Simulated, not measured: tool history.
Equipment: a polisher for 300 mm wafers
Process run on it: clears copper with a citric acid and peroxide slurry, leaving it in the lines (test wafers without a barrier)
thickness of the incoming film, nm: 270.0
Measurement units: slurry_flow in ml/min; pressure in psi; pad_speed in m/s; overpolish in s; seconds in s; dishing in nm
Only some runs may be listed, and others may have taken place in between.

run  hour  slurry_flow  pressure  pad_speed  slurry_solids  overpolish  seconds  dishing
  1     0          130       2.7       0.84              1          17   124.68   26.408
  2   3.3          130         3       0.84              1          17   118.56   29.362
  3  11.7          135       2.7       0.96              1          13   117.06   22.943
  4  13.9          105       2.7       0.96              1          13   125.33   21.861
  5  18.7          135       2.5       1.04           1.05          10    117.3   17.586
  6  27.2          135       2.5       1.04           1.05           5   117.57   9.1463
  7  31.7          125       2.7       1.08           1.05           6   105.45   11.854

Run 8 has not been measured yet. What should we expect?
  8  38.1          120       2.8        1.1           1.05           7        ?        ?

{"run 8": {"seconds": 100.54, "dishing": 14.293}}
